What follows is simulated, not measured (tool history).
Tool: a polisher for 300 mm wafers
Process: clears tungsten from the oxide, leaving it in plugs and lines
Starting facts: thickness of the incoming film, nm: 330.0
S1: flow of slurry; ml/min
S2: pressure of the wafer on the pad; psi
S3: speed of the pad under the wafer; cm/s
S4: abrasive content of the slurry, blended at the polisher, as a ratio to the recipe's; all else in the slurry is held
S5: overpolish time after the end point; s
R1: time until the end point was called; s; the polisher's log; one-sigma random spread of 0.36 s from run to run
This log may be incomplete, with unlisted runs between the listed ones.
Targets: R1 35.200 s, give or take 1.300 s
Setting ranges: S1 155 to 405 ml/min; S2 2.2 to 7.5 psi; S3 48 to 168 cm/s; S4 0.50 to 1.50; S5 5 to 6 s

{"run": 1, "hour": 0.0, "S1": 260, "S2": 4.8, "S3": 108, "S4": 1.0, "S5": 6, "R1": 54.468}
{"run": 2, "hour": 0.9, "S1": 260, "S2": 4.8, "S3": 128, "S4": 1.0, "S5": 6, "R1": 46.897}
{"run": 3, "hour": 7.7, "S1": 215, "S2": 4.8, "S3": 128, "S4": 1.0, "S5": 6, "R1": 48.021}
{"run": 4, "hour": 9.3, "S1": 220, "S2": 5.0, "S3": 128, "S4": 1.0, "S5": 6, "R1": 46.212}
{"run": 5, "hour": 12.7, "S1": 225, "S2": 5.2, "S3": 128, "S4": 1.0, "S5": 6, "R1": 44.844}
{"run": 6, "hour": 20.0, "S1": 225, "S2": 5.2, "S3": 128, "S4": 1.0, "S5": 6, "R1": 44.504}
{"run": 7, "hour": 25.6, "S1": 230, "S2": 5.3, "S3": 128, "S4": 1.0, "S5": 6, "R1": 43.572}
{"run": 8, "hour": 30.8, "S1": 235, "S2": 5.4, "S3": 128, "S4": 1.0, "S5": 6, "R1": 42.262}
{"run": 9, "hour": 37.8, "S1": 240, "S2": 5.5, "S3": 128, "S4": 1.0, "S5": 6, "R1": 42.101}
{"run": 10, "hour": 42.2, "S1": 240, "S2": 5.6, "S3": 128, "S4": 1.0, "S5": 6, "R1": 40.45}
{"run": 11, "hour": 49.0, "S1": 245, "S2": 5.7, "S3": 128, "S4": 1.0, "S5": 6, "R1": 39.719}

Exactly one of the 5 candidate moves below puts every result within its allowed miss. Which one?
{"run": "A", "hour": 55.8, "S1": 260, "S2": 6.5, "S3": 136, "S4": 1.1, "S5": 5, "R1": "?"}
{"run": "B", "hour": 55.8, "S1": 225, "S2": 5.9, "S3": 154, "S4": 1.25, "S5": 6, "R1": "?"}
{"run": "C", "hour": 55.8, "S1": 250, "S2": 6.5, "S3": 122, "S4": 0.9, "S5": 6, "R1": "?"}
{"run": "D", "hour": 55.8, "S1": 295, "S2": 7.0, "S3": 126, "S4": 1.0, "S5": 5, "R1": "?"}
{"run": "E", "hour": 55.8, "S1": 335, "S2": 4.8, "S3": 168, "S4": 1.0, "S5": 6, "R1": "?"}

move=A R1=32.251
move=B R1=31.067
move=C R1=37.473
move=D R1=32.549
move=E R1=35.481
A: pushes the last run's worst result past its target
B: pushes the last run's worst result past its target
C: moves toward the targets from the last run without getting all of them in spec
D: pushes the last run's worst result past its target
E: every result lands within tolerance
E meets every target.

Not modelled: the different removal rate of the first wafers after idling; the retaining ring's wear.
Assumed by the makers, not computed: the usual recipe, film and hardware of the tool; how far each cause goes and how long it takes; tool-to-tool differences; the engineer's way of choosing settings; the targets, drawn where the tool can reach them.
